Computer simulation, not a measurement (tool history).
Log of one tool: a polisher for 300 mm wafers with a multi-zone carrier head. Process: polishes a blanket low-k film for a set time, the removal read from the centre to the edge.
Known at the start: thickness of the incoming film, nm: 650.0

run	hour	flow of slurry (ml/min)	pressure of the head's centre zone	pressure of the head's middle zone	pressure of the head's edge zone	abrasive content of the slurry	polishing time (s)	film removed at the wafer's centre (nm)	film removed at mid-radius (nm)	film removed at the wafer's edge (nm)
1	0.0	130	1.00	1.00	1.00	1.00	73	32.793	33.107	31.254
2	1.8	100	1.00	1.00	1.00	1.00	73	29.561	30.502	30.180
3	7.7	105	1.03	0.97	0.95	0.90	73	29.000	28.358	27.790
4	8.3	100	1.06	0.95	0.91	0.85	73	27.928	26.769	25.686
5	12.0	100	1.06	0.95	0.83	0.85	73	28.068	26.644	25.313
6	13.4	80	1.06	0.95	0.83	0.85	73	25.860	24.878	23.477
7	18.8	80	1.09	0.93	0.84	0.85	73	26.165	24.610	24.028
8	21.7	85	1.12	0.92	0.83	0.85	73	28.453	24.661	24.220
9	25.0	80	1.13	0.90	0.81	0.80	73	26.437	22.790	22.453

Run 10 comes next. What will it give?
10	27.0	85	1.13	0.90	0.82	0.80	73	?	?	?

Run 10 gave film removed at the wafer's centre (nm) 27.527, film removed at mid-radius (nm) 23.146, film removed at the wafer's edge (nm) 22.698.
